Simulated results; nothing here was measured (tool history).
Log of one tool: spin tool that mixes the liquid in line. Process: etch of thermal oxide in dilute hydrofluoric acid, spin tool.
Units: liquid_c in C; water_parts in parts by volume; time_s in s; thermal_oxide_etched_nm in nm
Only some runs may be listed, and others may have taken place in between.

| run | hour | liquid_c | water_parts | time_s | thermal_oxide_etched_nm |
|---|---|---|---|---|---|
| 1 | 0 | 24 | 175 | 270 | 6.2499 |
| 2 | 7.8 | 22.5 | 180 | 270 | 5.6526 |
| 3 | 16.2 | 21.5 | 180 | 270 | 5.4569 |
| 4 | 21.7 | 21.5 | 180 | 290 | 5.8736 |
| 5 | 29.6 | 21.5 | 125 | 290 | 9.0108 |
| 6 | 33.8 | 21.5 | 125 | 290 | 8.9855 |
| 7 | 36.2 | 20.5 | 140 | 290 | 7.555 |
| 8 | 43.8 | 20 | 150 | 290 | 6.9249 |
| 9 | 48.9 | 19.5 | 160 | 290 | 6.1978 |
| 10 | 56.7 | 19 | 165 | 290 | 5.9362 |
| 11 | 60.6 | 18.5 | 170 | 290 | 5.6398 |
| 12 | 67.1 | 18 | 175 | 290 | 5.2696 |
| 13 | 73.5 | 18 | 180 | 290 | 5.0747 |

Forecast run 14:
| 14 | 75.2 | 18 | 185 | 290 | ? |

{"run 14": {"thermal_oxide_etched_nm": 4.9992}}
